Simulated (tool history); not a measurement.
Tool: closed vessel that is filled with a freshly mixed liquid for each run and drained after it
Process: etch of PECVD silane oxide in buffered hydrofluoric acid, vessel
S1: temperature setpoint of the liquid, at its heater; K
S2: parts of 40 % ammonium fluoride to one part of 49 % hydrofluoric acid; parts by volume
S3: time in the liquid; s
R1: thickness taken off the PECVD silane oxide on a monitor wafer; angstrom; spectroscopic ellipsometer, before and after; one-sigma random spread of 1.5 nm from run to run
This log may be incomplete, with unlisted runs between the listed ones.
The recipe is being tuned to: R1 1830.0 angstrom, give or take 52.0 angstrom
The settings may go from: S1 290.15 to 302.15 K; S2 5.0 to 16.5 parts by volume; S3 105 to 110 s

Run 1, day 0.000: S1 294.15 K, S2 10.0 parts by volume, S3 105 s. Result: R1 1370.3 angstrom.
Run 2, day 0.062: S1 294.15 K, S2 10.0 parts by volume, S3 105 s. Result: R1 1365.5 angstrom.
Run 3, day 0.354: S1 294.15 K, S2 10.0 parts by volume, S3 105 s. Result: R1 1352.7 angstrom.
Run 4, day 0.538: S1 294.65 K, S2 10.0 parts by volume, S3 105 s. Result: R1 1432.6 angstrom.
Run 5, day 0.925: S1 294.65 K, S2 12.5 parts by volume, S3 105 s. Result: R1 1130.5 angstrom.
Run 6, day 1.146: S1 295.65 K, S2 12.5 parts by volume, S3 105 s. Result: R1 1202.3 angstrom.
Run 7, day 1.433: S1 296.15 K, S2 12.5 parts by volume, S3 105 s. Result: R1 1231.3 angstrom.
Run 8, day 1.817: S1 300.15 K, S2 11.5 parts by volume, S3 105 s. Result: R1 1654.3 angstrom.
Run 9, day 2.021: S1 301.15 K, S2 11.5 parts by volume, S3 105 s. Result: R1 1742.6 angstrom.

Exactly one of the 4 candidate moves below puts every result within its allowed miss. Which one?
Run A, day 2.225: S1 300.15 K, S2 11.0 parts by volume, S3 110 s. Result: R1 ?.
Run B, day 2.225: S1 300.15 K, S2 10.0 parts by volume, S3 110 s. Result: R1 ?.
Run C, day 2.225: S1 302.15 K, S2 11.0 parts by volume, S3 110 s. Result: R1 ?.
Run D, day 2.225: S1 299.65 K, S2 10.0 parts by volume, S3 110 s. Result: R1 ?.

move      R1
   A  1820.3
   B  1997.2
   C  2024.4
   D  1944.4
A: hits every target within its allowed miss
B: carries the result that was furthest off beyond its target, to the other side
C: carries the result that was furthest off beyond its target, to the other side
D: carries the result that was furthest off beyond its target, to the other side
The right move is A.
